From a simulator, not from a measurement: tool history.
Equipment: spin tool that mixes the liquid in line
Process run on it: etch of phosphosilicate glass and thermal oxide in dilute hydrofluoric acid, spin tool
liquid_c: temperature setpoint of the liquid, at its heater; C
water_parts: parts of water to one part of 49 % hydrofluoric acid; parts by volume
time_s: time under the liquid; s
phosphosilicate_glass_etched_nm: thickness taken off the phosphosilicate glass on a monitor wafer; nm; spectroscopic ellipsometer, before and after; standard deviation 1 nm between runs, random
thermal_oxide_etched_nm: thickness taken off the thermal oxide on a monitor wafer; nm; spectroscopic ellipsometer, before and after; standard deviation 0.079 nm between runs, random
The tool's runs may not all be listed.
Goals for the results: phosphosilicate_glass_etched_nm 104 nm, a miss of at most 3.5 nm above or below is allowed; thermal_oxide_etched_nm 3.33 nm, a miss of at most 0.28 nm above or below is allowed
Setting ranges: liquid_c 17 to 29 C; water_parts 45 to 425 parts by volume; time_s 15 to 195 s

run  hour  liquid_c  water_parts  time_s  phosphosilicate_glass_etched_nm  thermal_oxide_etched_nm
  1     0        21          235     100                           47.739                   1.5365
  2   4.9        21          235      65                           30.587                   1.0137
  3   7.1        19          235      65                           28.307                  0.91728
  4  14.4        17          235      65                           26.468                  0.85545
  5  20.3        17          235      85                           34.548                   1.1477
  6  22.2        17          235     105                           41.979                   1.3325
  7  22.9      20.5          205     105                           55.967                   1.8814
  8  27.8      20.5          205     105                           57.213                   1.8654
  9  35.4        23          185     105                           71.272                   2.3261
 10  36.4        25          175     105                           83.052                   2.5481
 11  41.8      24.5          125     105                           121.65                   3.8589
 12  49.2      23.5          125     105                           114.18                   3.6485
 13  55.4        23          125     105                           113.63                   3.4879

Which single option among these 5 for the next run brings every result within its allowed miss of target? Just one does.
  A  61.6      21.5          125     110                                ?                        ?
  B  61.6      27.5          155     120                                ?                        ?
  C  61.6      22.5          105      90                                ?                        ?
  D  61.6        23          165     155                                ?                        ?
  E  61.6      22.5           80      60                                ?                        ?

move  phosphosilicate_glass_etched_nm  thermal_oxide_etched_nm
   A                           110.62                   3.5343
   B                           118.24                   3.7775
   C                           114.74                   3.6657
   D                            119.8                   3.8274
   E                           103.45                   3.3051
A: closer than the last run, but not yet in spec
B: misses by more than the last run did
C: misses by more than the last run did
D: misses by more than the last run did
E: every result within its allowed miss
Go with E: it meets all targets.
